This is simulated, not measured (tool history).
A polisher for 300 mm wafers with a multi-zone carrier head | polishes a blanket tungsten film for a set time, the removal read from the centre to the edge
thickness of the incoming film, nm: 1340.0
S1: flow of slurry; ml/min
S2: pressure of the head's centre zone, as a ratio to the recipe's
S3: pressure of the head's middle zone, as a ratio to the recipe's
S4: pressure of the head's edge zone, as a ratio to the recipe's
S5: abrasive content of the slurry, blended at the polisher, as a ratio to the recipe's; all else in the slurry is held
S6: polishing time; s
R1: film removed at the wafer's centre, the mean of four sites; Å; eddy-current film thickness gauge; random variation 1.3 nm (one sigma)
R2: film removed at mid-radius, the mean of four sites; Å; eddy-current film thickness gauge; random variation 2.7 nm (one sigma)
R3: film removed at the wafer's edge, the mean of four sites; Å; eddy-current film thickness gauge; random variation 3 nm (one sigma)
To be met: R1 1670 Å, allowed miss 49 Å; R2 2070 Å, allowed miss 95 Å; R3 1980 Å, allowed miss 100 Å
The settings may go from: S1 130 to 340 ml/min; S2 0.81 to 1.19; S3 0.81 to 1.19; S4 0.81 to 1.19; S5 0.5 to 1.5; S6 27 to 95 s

Run 1, hour 0: S1 220 ml/min, S2 1, S3 1, S4 1, S5 1, S6 61 s. Result: R1 2785.2 Å, R2 2805 Å, R3 2800.2 Å.
Run 2, hour 3.6: S1 215 ml/min, S2 0.97, S3 1, S4 0.99, S5 0.9, S6 59 s. Result: R1 2558.5 Å, R2 2675.1 Å, R3 2574.5 Å.
Run 3, hour 7.1: S1 205 ml/min, S2 0.94, S3 1, S4 1.01, S5 0.85, S6 57 s. Result: R1 2314.3 Å, R2 2515 Å, R3 2430.8 Å.
Run 4, hour 14.3: S1 205 ml/min, S2 0.94, S3 1.06, S4 1.01, S5 0.85, S6 57 s. Result: R1 2277.2 Å, R2 2569.4 Å, R3 2455.4 Å.
Run 5, hour 21.6: S1 205 ml/min, S2 0.94, S3 1.06, S4 1.04, S5 0.85, S6 57 s. Result: R1 2286.2 Å, R2 2558.2 Å, R3 2469.5 Å.
Run 6, hour 23.2: S1 205 ml/min, S2 0.88, S3 1.06, S4 1.04, S5 0.85, S6 57 s. Result: R1 2139.3 Å, R2 2537.2 Å, R3 2462.4 Å.
Run 7, hour 26.5: S1 200 ml/min, S2 0.87, S3 1.05, S4 1.04, S5 0.8, S6 56 s. Result: R1 2031.2 Å, R2 2480.7 Å, R3 2373.1 Å.
Run 8, hour 31.6: S1 195 ml/min, S2 0.87, S3 1.03, S4 1.04, S5 0.75, S6 55 s. Result: R1 1929.1 Å, R2 2318.7 Å, R3 2240.7 Å.
Run 9, hour 39.5: S1 190 ml/min, S2 0.86, S3 1.02, S4 1.03, S5 0.75, S6 55 s. Result: R1 1916.9 Å, R2 2248.1 Å, R3 2253.3 Å.
Run 10, hour 43.5: S1 190 ml/min, S2 0.85, S3 1.03, S4 1.01, S5 0.7, S6 55 s. Result: R1 1845.4 Å, R2 2197.6 Å, R3 2181.8 Å.
Run 11, hour 46.5: S1 190 ml/min, S2 0.84, S3 1.04, S4 0.99, S5 0.7, S6 55 s. Result: R1 1800.2 Å, R2 2234.9 Å, R3 2139.5 Å.
Run 12, hour 48.3: S1 185 ml/min, S2 0.84, S3 1.03, S4 0.98, S5 0.7, S6 55 s. Result: R1 1788.8 Å, R2 2245.1 Å, R3 2076.1 Å.
Run 13, hour 53.8: S1 180 ml/min, S2 0.84, S3 1.02, S4 0.98, S5 0.7, S6 55 s. Result: R1 1789.9 Å, R2 2157.8 Å, R3 2139.4 Å.
Run 14, hour 58.5: S1 180 ml/min, S2 0.84, S3 1.02, S4 0.96, S5 0.7, S6 55 s. Result: R1 1791.8 Å, R2 2228.6 Å, R3 2177.4 Å.
Run 15, hour 59.6: S1 185 ml/min, S2 0.84, S3 1.02, S4 0.96, S5 0.65, S6 55 s. Result: R1 1763.5 Å, R2 2124.9 Å, R3 2052.4 Å.
Run 16, hour 64.4: S1 180 ml/min, S2 0.84, S3 1.02, S4 0.95, S5 0.65, S6 55 s. Result: R1 1742.5 Å, R2 2136.3 Å, R3 1969.6 Å.

4 next moves are on the table. One of them brings every result within its allowed miss. Which?
Run A, hour 69.2: S1 180 ml/min, S2 0.83, S3 0.91, S4 1.06, S5 0.7, S6 56 s. Result: R1 ?, R2 ?, R3 ?.
Run B, hour 69.2: S1 150 ml/min, S2 0.94, S3 1, S4 0.99, S5 0.65, S6 55 s. Result: R1 ?, R2 ?, R3 ?.
Run C, hour 69.2: S1 225 ml/min, S2 0.87, S3 1.1, S4 1.07, S5 0.7, S6 48 s. Result: R1 ?, R2 ?, R3 ?.
Run D, hour 69.2: S1 335 ml/min, S2 0.84, S3 1.17, S4 0.89, S5 0.5, S6 55 s. Result: R1 ?, R2 ?, R3 ?.

move      R1      R2      R3
   A  1777.1  2094.9  2225.7
   B    1841  2032.7  1994.4
   C  1664.5  2087.6  1964.7
   D  1659.9  2232.3  1828.2
A: further off than the last run
B: further off than the last run
C: meets every target
D: brings the result that was furthest off to its target, and leaves another outside
Answer: C
